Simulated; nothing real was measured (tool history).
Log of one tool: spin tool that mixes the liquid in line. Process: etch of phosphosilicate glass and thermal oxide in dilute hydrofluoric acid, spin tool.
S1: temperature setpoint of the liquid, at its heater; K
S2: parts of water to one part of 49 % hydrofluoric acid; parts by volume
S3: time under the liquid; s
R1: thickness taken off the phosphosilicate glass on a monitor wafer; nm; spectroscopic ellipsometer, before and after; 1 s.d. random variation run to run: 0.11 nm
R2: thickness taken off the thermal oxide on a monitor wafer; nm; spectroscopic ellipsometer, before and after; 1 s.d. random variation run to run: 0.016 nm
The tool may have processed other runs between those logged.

run,hour,S1,S2,S3,R1,R2
1,0.0,295.15,200,85,21.782,1.6903
2,4.0,293.65,205,85,20.053,1.5093
3,7.2,293.15,215,85,18.574,1.4337
4,13.7,293.15,215,55,12.050,0.9236
5,16.7,295.15,210,55,13.456,1.0295
6,25.1,296.65,210,55,14.041,1.0871
7,27.4,297.65,210,55,14.676,1.1367
8,30.5,298.15,210,55,14.920,1.1401
9,32.2,298.65,210,55,15.155,1.1610

Run 10 is up next; what results do you expect?
10,39.4,299.15,210,55,?,?

{"run 10": {"R1": 15.542, "R2": 1.1691}}

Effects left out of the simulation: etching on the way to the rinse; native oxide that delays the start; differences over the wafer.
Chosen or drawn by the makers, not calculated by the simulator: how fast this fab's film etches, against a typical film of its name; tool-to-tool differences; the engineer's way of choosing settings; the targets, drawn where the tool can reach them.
